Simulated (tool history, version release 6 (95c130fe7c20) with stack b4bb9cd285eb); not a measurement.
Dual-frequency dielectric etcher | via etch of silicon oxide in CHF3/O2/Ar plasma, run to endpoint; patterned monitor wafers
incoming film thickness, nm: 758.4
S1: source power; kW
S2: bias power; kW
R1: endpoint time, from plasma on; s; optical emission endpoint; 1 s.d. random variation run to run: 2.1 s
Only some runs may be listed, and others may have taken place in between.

Run 1, day 0: S1 0.49 kW, S2 0.188 kW. Result: R1 418.22 s.
Run 2, day 0.204: S1 0.53 kW, S2 0.188 kW. Result: R1 396.77 s.
Run 3, day 0.312: S1 0.54 kW, S2 0.189 kW. Result: R1 393.24 s.
Run 4, day 0.596: S1 0.47 kW, S2 0.189 kW. Result: R1 429.13 s.
Run 5, day 0.9: S1 0.49 kW, S2 0.19 kW. Result: R1 417.55 s.
Run 6, day 1.129: S1 0.49 kW, S2 0.206 kW. Result: R1 401.37 s.

Expected results for the next run?
Run 7, day 1.196: S1 0.56 kW, S2 0.212 kW. Result: R1 ?.

Run 7 gave R1 364.93 s.

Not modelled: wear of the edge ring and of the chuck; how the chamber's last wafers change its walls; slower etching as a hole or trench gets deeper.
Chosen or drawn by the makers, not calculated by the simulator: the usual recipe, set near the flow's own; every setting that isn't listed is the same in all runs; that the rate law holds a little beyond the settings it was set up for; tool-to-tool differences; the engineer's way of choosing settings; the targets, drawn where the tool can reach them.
